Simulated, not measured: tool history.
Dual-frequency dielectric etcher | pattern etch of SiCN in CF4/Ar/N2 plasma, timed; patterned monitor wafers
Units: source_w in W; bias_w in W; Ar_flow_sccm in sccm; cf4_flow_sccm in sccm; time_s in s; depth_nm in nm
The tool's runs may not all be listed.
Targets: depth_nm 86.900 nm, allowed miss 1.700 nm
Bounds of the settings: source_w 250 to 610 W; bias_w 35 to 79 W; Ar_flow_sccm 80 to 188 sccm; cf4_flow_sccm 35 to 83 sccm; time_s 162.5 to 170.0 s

{"run": 1, "day": 0.0, "source_w": 430, "bias_w": 57, "Ar_flow_sccm": 134, "cf4_flow_sccm": 59, "time_s": 162.5, "depth_nm": 124.08}
{"run": 2, "day": 0.158, "source_w": 430, "bias_w": 50, "Ar_flow_sccm": 134, "cf4_flow_sccm": 59, "time_s": 162.5, "depth_nm": 120.09}
{"run": 3, "day": 0.354, "source_w": 430, "bias_w": 50, "Ar_flow_sccm": 134, "cf4_flow_sccm": 55, "time_s": 162.5, "depth_nm": 118.91}
{"run": 4, "day": 0.525, "source_w": 490, "bias_w": 50, "Ar_flow_sccm": 134, "cf4_flow_sccm": 55, "time_s": 162.5, "depth_nm": 136.15}
{"run": 5, "day": 0.629, "source_w": 450, "bias_w": 50, "Ar_flow_sccm": 134, "cf4_flow_sccm": 55, "time_s": 162.5, "depth_nm": 124.95}
{"run": 6, "day": 0.758, "source_w": 450, "bias_w": 50, "Ar_flow_sccm": 134, "cf4_flow_sccm": 55, "time_s": 170.0, "depth_nm": 130.54}
{"run": 7, "day": 1.129, "source_w": 410, "bias_w": 50, "Ar_flow_sccm": 134, "cf4_flow_sccm": 55, "time_s": 170.0, "depth_nm": 118.54}
{"run": 8, "day": 1.458, "source_w": 380, "bias_w": 50, "Ar_flow_sccm": 134, "cf4_flow_sccm": 55, "time_s": 170.0, "depth_nm": 109.12}
{"run": 9, "day": 1.758, "source_w": 380, "bias_w": 50, "Ar_flow_sccm": 134, "cf4_flow_sccm": 55, "time_s": 170.0, "depth_nm": 109.43}

Which of these 5 next moves meets every target?
{"run": "A", "day": 2.058, "source_w": 330, "bias_w": 55, "Ar_flow_sccm": 125, "cf4_flow_sccm": 56, "time_s": 162.5, "depth_nm": "?"}
{"run": "B", "day": 2.058, "source_w": 340, "bias_w": 46, "Ar_flow_sccm": 134, "cf4_flow_sccm": 50, "time_s": 163.0, "depth_nm": "?"}
{"run": "C", "day": 2.058, "source_w": 370, "bias_w": 43, "Ar_flow_sccm": 151, "cf4_flow_sccm": 40, "time_s": 162.5, "depth_nm": "?"}
{"run": "D", "day": 2.058, "source_w": 340, "bias_w": 43, "Ar_flow_sccm": 136, "cf4_flow_sccm": 40, "time_s": 164.5, "depth_nm": "?"}
{"run": "E", "day": 2.058, "source_w": 330, "bias_w": 51, "Ar_flow_sccm": 125, "cf4_flow_sccm": 58, "time_s": 162.5, "depth_nm": "?"}

move=A depth_nm=92.770
move=B depth_nm=89.678
move=C depth_nm=90.730
move=D depth_nm=86.095
move=E depth_nm=91.820
A: nearer than the last run, and not there yet
B: nearer than the last run, and not there yet
C: nearer than the last run, and not there yet
D: meets every target
E: nearer than the last run, and not there yet
Move D is the one to make.

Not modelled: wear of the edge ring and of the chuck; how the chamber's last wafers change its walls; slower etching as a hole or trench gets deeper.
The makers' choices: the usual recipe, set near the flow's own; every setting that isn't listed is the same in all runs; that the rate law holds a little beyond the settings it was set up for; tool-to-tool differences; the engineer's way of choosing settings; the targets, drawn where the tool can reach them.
